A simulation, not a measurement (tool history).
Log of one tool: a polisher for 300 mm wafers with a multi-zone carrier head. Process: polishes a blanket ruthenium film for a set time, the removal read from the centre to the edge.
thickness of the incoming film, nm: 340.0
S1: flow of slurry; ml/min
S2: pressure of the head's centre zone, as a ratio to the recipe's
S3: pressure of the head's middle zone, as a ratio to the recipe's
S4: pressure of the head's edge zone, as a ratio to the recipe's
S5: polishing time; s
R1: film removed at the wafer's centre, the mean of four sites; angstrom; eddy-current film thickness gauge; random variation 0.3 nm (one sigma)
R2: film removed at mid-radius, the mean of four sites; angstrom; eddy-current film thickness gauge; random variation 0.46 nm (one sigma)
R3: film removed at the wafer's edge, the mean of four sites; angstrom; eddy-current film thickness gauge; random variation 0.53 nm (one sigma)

run,hour,S1,S2,S3,S4,S5,R1,R2,R3
1,0.0,305,1.00,1.00,1.00,62,566.52,574.50,582.14
2,3.3,350,1.00,1.00,1.00,62,573.12,583.63,597.76
3,9.1,350,1.03,1.00,1.00,62,597.66,584.13,567.79
4,17.8,350,1.03,1.00,0.93,62,594.10,586.35,561.22
5,18.7,350,1.03,1.00,0.96,62,595.93,602.40,577.41
6,20.4,350,1.06,1.00,0.96,62,618.21,585.53,584.39
7,24.8,350,1.03,0.97,0.95,58,562.40,537.63,542.69
8,31.1,350,1.01,0.97,0.94,54,508.83,491.45,495.09
9,33.6,350,0.99,0.96,0.92,52,476.13,471.24,477.93
10,41.0,350,0.98,0.95,0.90,50,455.01,443.57,443.34

Forecast run 11:
11,49.5,345,0.96,0.94,0.89,50,?,?,?

Run 11 gave R1 442.86 angstrom, R2 456.36 angstrom, R3 448.31 angstrom.

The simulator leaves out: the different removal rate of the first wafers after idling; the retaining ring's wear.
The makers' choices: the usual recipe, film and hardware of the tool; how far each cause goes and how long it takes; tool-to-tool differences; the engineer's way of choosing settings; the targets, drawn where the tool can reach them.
